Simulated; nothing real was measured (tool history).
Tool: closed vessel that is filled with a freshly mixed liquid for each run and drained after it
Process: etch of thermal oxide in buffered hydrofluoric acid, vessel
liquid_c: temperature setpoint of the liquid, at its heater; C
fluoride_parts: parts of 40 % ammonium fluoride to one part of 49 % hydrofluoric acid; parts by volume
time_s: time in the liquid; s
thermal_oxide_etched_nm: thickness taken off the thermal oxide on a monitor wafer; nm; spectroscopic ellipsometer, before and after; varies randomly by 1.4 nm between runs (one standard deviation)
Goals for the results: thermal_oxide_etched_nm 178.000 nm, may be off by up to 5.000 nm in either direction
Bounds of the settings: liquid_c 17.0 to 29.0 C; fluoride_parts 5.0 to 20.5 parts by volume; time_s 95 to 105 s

run	hour	liquid_c	fluoride_parts	time_s	thermal_oxide_etched_nm
1	0.0	21.0	12.5	95	72.539
2	8.1	23.0	11.0	95	90.863
3	15.2	23.0	7.5	95	130.150
4	22.7	24.5	7.5	95	140.540
5	30.8	24.5	5.5	95	188.130
6	37.8	28.0	5.5	95	228.180
7	45.3	27.0	5.5	95	212.860
8	49.6	26.5	5.5	95	206.310
9	58.3	26.0	5.5	95	202.690
10	63.2	25.5	5.5	95	195.180
11	66.1	25.5	5.5	95	197.840
12	74.7	25.0	5.5	95	190.400
13	78.7	24.5	5.5	95	188.020

Next run, 5 choices. One meets every target within its allowed miss, the rest don't. Which?
A	82.7	26.5	6.5	95	?
B	82.7	24.0	5.0	95	?
C	82.7	24.5	5.5	105	?
D	82.7	27.5	6.0	95	?
E	82.7	25.0	5.0	95	?

move	thermal_oxide_etched_nm
A	180.000
B	196.650
C	206.060
D	203.460
E	207.600
A: hits every target within its allowed miss
B: misses by more than the last run did
C: misses by more than the last run did
D: misses by more than the last run did
E: misses by more than the last run did
Go with A: it meets all targets.
